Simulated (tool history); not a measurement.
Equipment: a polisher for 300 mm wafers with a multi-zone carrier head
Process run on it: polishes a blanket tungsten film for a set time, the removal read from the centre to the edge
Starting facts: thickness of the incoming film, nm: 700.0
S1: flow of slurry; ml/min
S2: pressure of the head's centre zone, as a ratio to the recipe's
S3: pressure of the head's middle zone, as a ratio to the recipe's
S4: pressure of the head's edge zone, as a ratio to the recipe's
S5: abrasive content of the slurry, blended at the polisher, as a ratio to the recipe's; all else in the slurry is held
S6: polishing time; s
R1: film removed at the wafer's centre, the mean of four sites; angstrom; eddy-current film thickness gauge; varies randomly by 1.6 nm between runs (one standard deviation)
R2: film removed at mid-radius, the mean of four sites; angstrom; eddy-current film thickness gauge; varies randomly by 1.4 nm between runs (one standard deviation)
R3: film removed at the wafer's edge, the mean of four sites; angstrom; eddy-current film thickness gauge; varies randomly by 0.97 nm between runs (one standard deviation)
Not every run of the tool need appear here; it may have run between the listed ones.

Run 1, hour 0: S1 195 ml/min, S2 1, S3 1, S4 1, S5 1, S6 36 s. Result: R1 1774.6 angstrom, R2 1859.5 angstrom, R3 1807.4 angstrom.
Run 2, hour 0.7: S1 195 ml/min, S2 1, S3 1, S4 0.94, S5 1, S6 36 s. Result: R1 1802.6 angstrom, R2 1804.6 angstrom, R3 1754.7 angstrom.
Run 3, hour 3.3: S1 190 ml/min, S2 1.01, S3 0.98, S4 0.9, S5 0.85, S6 33 s. Result: R1 1571.9 angstrom, R2 1605 angstrom, R3 1519.5 angstrom.
Run 4, hour 9.5: S1 185 ml/min, S2 1.04, S3 0.92, S4 0.88, S5 0.75, S6 31 s. Result: R1 1523.2 angstrom, R2 1389.7 angstrom, R3 1395 angstrom.
Run 5, hour 14: S1 185 ml/min, S2 1.11, S3 0.92, S4 0.88, S5 0.75, S6 31 s. Result: R1 1619.8 angstrom, R2 1371.2 angstrom, R3 1382.3 angstrom.
Run 6, hour 16.1: S1 185 ml/min, S2 1.11, S3 0.92, S4 0.88, S5 0.75, S6 23 s. Result: R1 1212.2 angstrom, R2 1014.1 angstrom, R3 1029.8 angstrom.

What will run 7 give?
Run 7, hour 16.7: S1 200 ml/min, S2 1.1, S3 0.93, S4 0.91, S5 0.85, S6 23 s. Result: R1 ?, R2 ?, R3 ?.

R1: 1225.2 angstrom
R2: 1092.7 angstrom
R3: 1073.5 angstrom
